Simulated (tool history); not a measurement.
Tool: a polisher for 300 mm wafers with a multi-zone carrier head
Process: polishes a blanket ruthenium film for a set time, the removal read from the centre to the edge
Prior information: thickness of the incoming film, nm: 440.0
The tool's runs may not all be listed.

| run | hour | flow of slurry (ml/min) | pressure of the head's centre zone | pressure of the head's middle zone | pressure of the head's edge zone | polishing time (s) | film removed at the wafer's centre (nm) | film removed at mid-radius (nm) | film removed at the wafer's edge (nm) |
|---|---|---|---|---|---|---|---|---|---|
| 1 | 0.0 | 255 | 1.00 | 1.00 | 1.00 | 71 | 108.14 | 108.58 | 109.80 |
| 2 | 1.1 | 255 | 1.00 | 1.00 | 0.96 | 71 | 109.14 | 108.75 | 106.95 |
| 3 | 6.0 | 260 | 0.99 | 1.00 | 1.03 | 78 | 116.23 | 120.67 | 123.73 |
| 4 | 10.2 | 260 | 0.94 | 1.00 | 1.03 | 78 | 114.06 | 121.21 | 120.73 |
| 5 | 16.3 | 245 | 0.98 | 1.01 | 1.09 | 82 | 119.59 | 127.30 | 131.18 |
| 6 | 23.8 | 270 | 0.97 | 0.99 | 1.12 | 86 | 126.65 | 132.83 | 138.63 |

Run 7 comes next. What will it give?
| 7 | 26.4 | 230 | 0.97 | 0.98 | 1.14 | 90 | ? | ? | ? |

film removed at the wafer's centre (nm): 134.46
film removed at mid-radius (nm): 134.43
film removed at the wafer's edge (nm): 145.04
